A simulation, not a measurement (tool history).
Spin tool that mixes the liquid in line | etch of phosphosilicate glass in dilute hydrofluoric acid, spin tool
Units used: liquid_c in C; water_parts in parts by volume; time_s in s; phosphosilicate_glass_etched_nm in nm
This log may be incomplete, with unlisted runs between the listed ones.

run	day	liquid_c	water_parts	time_s	phosphosilicate_glass_etched_nm
1	0	22	200	310	72.378
2	0.096	24.5	200	310	79.474
3	0.425	25.5	190	310	88.324
4	0.683	25.5	190	330	93.357
5	1.033	25.5	190	310	88.413
6	1.346	26.5	185	310	94.309

Forecast run 7:
7	1.546	27.5	180	310	?

Run 7 gave phosphosilicate_glass_etched_nm 100.8 nm.
